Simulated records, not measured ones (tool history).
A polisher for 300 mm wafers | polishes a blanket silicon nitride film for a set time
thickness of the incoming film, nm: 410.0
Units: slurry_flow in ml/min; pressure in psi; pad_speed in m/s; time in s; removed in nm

Run 1, hour 0: slurry_flow 150 ml/min, pressure 2.8 psi, pad_speed 0.88 m/s, time 105 s. Result: removed 147.63 nm.
Run 2, hour 1.1: slurry_flow 145 ml/min, pressure 2.3 psi, pad_speed 0.88 m/s, time 105 s. Result: removed 122.36 nm.
Run 3, hour 7.3: slurry_flow 140 ml/min, pressure 2 psi, pad_speed 0.88 m/s, time 105 s. Result: removed 104.15 nm.
Run 4, hour 8.6: slurry_flow 130 ml/min, pressure 1.9 psi, pad_speed 0.88 m/s, time 105 s. Result: removed 100.41 nm.
Run 5, hour 9.5: slurry_flow 130 ml/min, pressure 1.9 psi, pad_speed 0.88 m/s, time 110 s. Result: removed 102.83 nm.
Run 6, hour 13.4: slurry_flow 110 ml/min, pressure 1.9 psi, pad_speed 0.88 m/s, time 110 s. Result: removed 98.797 nm.
Run 7, hour 18: slurry_flow 110 ml/min, pressure 1.9 psi, pad_speed 0.88 m/s, time 110 s. Result: removed 99.527 nm.

Forecast run 8:
Run 8, hour 24.6: slurry_flow 105 ml/min, pressure 1.8 psi, pad_speed 0.88 m/s, time 110 s. Result: removed ?.

{"run 8": {"removed": 93.624}}
